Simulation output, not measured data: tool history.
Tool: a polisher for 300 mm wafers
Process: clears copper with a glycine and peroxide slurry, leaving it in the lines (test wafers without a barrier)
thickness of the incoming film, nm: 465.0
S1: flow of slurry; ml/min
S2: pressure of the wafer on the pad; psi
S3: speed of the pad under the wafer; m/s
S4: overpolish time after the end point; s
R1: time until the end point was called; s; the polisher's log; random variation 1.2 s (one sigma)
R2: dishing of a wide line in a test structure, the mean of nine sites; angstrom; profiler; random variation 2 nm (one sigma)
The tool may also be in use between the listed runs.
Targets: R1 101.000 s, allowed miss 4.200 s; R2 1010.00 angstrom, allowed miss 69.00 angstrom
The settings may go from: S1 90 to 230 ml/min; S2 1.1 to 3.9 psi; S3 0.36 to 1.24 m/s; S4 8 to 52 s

run	day	S1	S2	S3	S4	R1	R2
1	0.000	150	2.5	0.80	26	111.750	669.98
2	0.262	150	2.5	0.98	26	95.705	749.38
3	0.358	150	2.5	0.98	29	95.045	826.51
4	0.721	150	2.5	0.98	31	95.441	848.62
5	1.033	150	1.9	0.98	31	117.690	710.00
6	1.329	150	1.9	0.80	31	140.090	662.61
7	1.596	155	2.1	0.80	32	128.570	695.30
8	1.629	155	2.3	0.80	34	118.930	781.65
9	1.983	155	2.4	0.80	36	114.850	805.74
10	2.342	155	2.5	0.80	38	111.910	894.75

4 next moves are on the table. One of them brings every result within its allowed miss. Which?
A	2.700	175	2.9	0.86	44	?	?
B	2.700	180	3.6	0.62	39	?	?
C	2.700	180	3.3	0.78	36	?	?
D	2.700	155	2.9	0.90	36	?	?

move	R1	R2
A	91.531	1180.30
B	99.585	1048.90
C	88.829	1059.90
D	90.035	1033.50
A: takes the result that was furthest off past its target
B: meets every target
C: takes the result that was furthest off past its target
D: takes the result that was furthest off past its target
Move B is the one to make.

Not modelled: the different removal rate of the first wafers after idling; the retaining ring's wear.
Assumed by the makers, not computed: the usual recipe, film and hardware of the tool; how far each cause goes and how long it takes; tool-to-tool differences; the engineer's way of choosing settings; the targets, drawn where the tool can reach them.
